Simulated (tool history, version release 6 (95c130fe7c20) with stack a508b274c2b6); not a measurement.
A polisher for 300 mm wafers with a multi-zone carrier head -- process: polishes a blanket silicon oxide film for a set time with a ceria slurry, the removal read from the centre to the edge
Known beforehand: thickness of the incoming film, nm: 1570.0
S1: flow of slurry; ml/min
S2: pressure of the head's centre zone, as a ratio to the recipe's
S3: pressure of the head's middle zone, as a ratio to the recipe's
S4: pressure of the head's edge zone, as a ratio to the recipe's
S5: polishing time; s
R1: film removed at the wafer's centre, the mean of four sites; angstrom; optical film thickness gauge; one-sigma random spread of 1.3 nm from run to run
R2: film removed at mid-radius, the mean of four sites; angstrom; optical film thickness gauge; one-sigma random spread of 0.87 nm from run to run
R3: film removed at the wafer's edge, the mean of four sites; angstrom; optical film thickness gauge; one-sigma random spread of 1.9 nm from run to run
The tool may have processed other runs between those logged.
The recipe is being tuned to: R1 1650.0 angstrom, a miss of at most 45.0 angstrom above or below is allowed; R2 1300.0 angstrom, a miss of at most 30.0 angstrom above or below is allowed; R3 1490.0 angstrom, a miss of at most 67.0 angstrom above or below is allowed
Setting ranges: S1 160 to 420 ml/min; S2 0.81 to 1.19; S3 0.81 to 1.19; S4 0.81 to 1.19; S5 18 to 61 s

run	hour	S1	S2	S3	S4	S5	R1	R2	R3
1	0.0	270	1.00	1.00	1.00	39	1444.9	1445.4	1464.3
2	1.1	270	1.00	1.00	1.00	44	1659.1	1637.3	1694.0
3	6.6	335	1.00	1.00	1.00	44	1682.5	1648.3	1694.1
4	14.2	340	1.01	0.97	0.98	43	1644.7	1602.9	1635.7
5	17.7	340	1.01	0.97	0.98	50	1905.6	1808.2	1925.0
6	23.6	340	1.01	0.97	0.98	58	2268.0	2142.3	2182.7
7	30.5	265	1.08	0.87	0.88	47	1883.1	1556.7	1644.6
8	33.4	265	1.08	0.86	0.89	46	1842.3	1505.8	1622.2

Exactly one of the 4 candidate moves below puts every result within its allowed miss. Which one?
A	36.3	260	1.09	1.01	0.83	43	?	?	?
B	36.3	270	1.18	0.93	0.81	49	?	?	?
C	36.3	265	1.09	0.83	0.93	41	?	?	?
D	36.3	250	0.92	0.91	0.92	51	?	?	?

move	R1	R2	R3
A	1755.6	1589.9	1493.0
B	2174.4	1700.0	1689.6
C	1675.3	1297.8	1504.5
D	1746.5	1728.1	1852.3
A: misses by more than the last run did
B: misses by more than the last run did
C: meets every target
D: misses by more than the last run did
Answer: C

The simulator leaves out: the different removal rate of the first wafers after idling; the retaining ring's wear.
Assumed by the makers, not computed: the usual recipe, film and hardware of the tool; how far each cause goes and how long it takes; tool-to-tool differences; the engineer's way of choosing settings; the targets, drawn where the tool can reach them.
